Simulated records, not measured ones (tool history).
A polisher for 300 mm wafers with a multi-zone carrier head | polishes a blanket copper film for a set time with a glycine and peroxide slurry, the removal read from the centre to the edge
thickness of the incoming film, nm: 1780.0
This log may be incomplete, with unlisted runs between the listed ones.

run    day  flow of slurry (ml/min)  pressure of the head's centre zone  pressure of the head's middle zone  pressure of the head's edge zone  polishing time (s)  film removed at the wafer's centre (Å)  film removed at mid-radius (Å)  film removed at the wafer's edge (Å)
  1      0                      310                                   1                                   1                                 1                  60                                    1910                          1846.2                                1923.2
  2  0.129                      310                                   1                                   1                                 1                  52                                  1669.2                          1601.1                                1649.8
  3  0.362                      310                                0.99                                1.01                              0.98                  51                                  1612.8                          1581.5                                1647.1
  4   0.55                      310                                1.07                                1.01                              0.98                  51                                    1732                            1595                                1616.5
  5  0.733                      310                                1.07                                1.01                              0.98                  57                                  1935.5                            1785                                1801.6
  6    0.8                      310                                1.07                                1.01                              1.03                  57                                  1982.8                          1755.5                                1838.5
  7    1.1                      310                                1.07                                1.01                              1.03                  57                                  1958.9                          1772.3                                1841.3

Predict the results of run 8:
  8  1.221                      290                                0.97                                1.09                              0.93                  40                                       ?                               ?                                     ?

film removed at the wafer's centre (Å): 1255.5
film removed at mid-radius (Å): 1323.1
film removed at the wafer's edge (Å): 1241.5

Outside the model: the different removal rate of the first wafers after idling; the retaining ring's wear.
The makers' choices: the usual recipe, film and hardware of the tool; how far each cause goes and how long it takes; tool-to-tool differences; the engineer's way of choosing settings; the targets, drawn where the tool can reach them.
